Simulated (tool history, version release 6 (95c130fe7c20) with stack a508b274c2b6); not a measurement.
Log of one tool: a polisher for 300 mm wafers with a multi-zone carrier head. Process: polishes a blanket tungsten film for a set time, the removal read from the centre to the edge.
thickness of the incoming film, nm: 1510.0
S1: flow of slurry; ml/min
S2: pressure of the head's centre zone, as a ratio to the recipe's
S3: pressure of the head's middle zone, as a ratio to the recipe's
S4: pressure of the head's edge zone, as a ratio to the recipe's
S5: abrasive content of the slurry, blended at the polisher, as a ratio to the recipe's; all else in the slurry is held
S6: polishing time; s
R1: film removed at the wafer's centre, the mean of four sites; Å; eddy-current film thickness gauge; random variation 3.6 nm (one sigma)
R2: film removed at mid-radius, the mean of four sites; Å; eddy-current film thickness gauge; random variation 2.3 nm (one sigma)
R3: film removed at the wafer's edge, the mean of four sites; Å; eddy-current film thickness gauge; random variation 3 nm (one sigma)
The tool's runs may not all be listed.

Run 1, hour 0.0: S1 160 ml/min, S2 1.00, S3 1.00, S4 1.00, S5 1.00, S6 66 s. Result: R1 2009.6 Å, R2 2058.4 Å, R3 2155.7 Å.
Run 2, hour 3.0: S1 160 ml/min, S2 1.00, S3 1.06, S4 1.00, S5 1.00, S6 66 s. Result: R1 2014.1 Å, R2 2166.3 Å, R3 2180.1 Å.
Run 3, hour 11.2: S1 175 ml/min, S2 1.04, S3 1.09, S4 1.05, S5 1.15, S6 69 s. Result: R1 2332.4 Å, R2 2424.9 Å, R3 2380.7 Å.
Run 4, hour 12.4: S1 175 ml/min, S2 1.04, S3 1.09, S4 1.00, S5 1.15, S6 69 s. Result: R1 2329.2 Å, R2 2400.7 Å, R3 2350.9 Å.
Run 5, hour 17.3: S1 180 ml/min, S2 1.03, S3 1.09, S4 1.04, S5 1.25, S6 74 s. Result: R1 2482.8 Å, R2 2673.1 Å, R3 2641.6 Å.
Run 6, hour 23.1: S1 155 ml/min, S2 1.03, S3 1.09, S4 1.04, S5 1.25, S6 74 s. Result: R1 2438.1 Å, R2 2530.9 Å, R3 2534.8 Å.
Run 7, hour 31.0: S1 180 ml/min, S2 1.05, S3 1.09, S4 1.07, S5 1.35, S6 76 s. Result: R1 2621.6 Å, R2 2765.3 Å, R3 2742.8 Å.
Run 8, hour 39.2: S1 195 ml/min, S2 1.07, S3 1.08, S4 1.09, S5 1.40, S6 78 s. Result: R1 2892.3 Å, R2 2857.1 Å, R3 2915.7 Å.
Run 9, hour 46.8: S1 210 ml/min, S2 1.07, S3 1.09, S4 1.11, S5 1.45, S6 79 s. Result: R1 2998.1 Å, R2 3003.7 Å, R3 2991.4 Å.
Run 10, hour 54.4: S1 215 ml/min, S2 1.06, S3 1.09, S4 1.13, S5 1.45, S6 80 s. Result: R1 3034.1 Å, R2 3098.5 Å, R3 3073.5 Å.
Run 11, hour 60.5: S1 215 ml/min, S2 1.06, S3 1.09, S4 1.13, S5 1.45, S6 80 s. Result: R1 3053.9 Å, R2 3037.4 Å, R3 3086.8 Å.
Run 12, hour 65.4: S1 220 ml/min, S2 1.05, S3 1.10, S4 1.14, S5 1.45, S6 81 s. Result: R1 3067.2 Å, R2 3141.5 Å, R3 3127.6 Å.
Run 13, hour 67.9: S1 225 ml/min, S2 1.05, S3 1.10, S4 1.15, S5 1.45, S6 81 s. Result: R1 3023.9 Å, R2 3131.5 Å, R3 3153.1 Å.
At hour 69.3: slurry nozzle cleaned.
Run 14, hour 69.3: S1 240 ml/min, S2 1.08, S3 1.11, S4 1.18, S5 1.50, S6 81 s. Result: R1 3438.1 Å, R2 3403.0 Å, R3 3374.4 Å.
Run 15, hour 72.5: S1 230 ml/min, S2 1.07, S3 1.11, S4 1.18, S5 1.50, S6 81 s. Result: R1 3340.7 Å, R2 3403.6 Å, R3 3385.5 Å.

The next listed run, before its measurement:
Run 16, hour 77.7: S1 230 ml/min, S2 1.06, S3 1.10, S4 1.17, S5 1.50, S6 81 s. Result: R1 ?, R2 ?, R3 ?.

Run 16 gave R1 3372.4 Å, R2 3358.5 Å, R3 3340.4 Å.
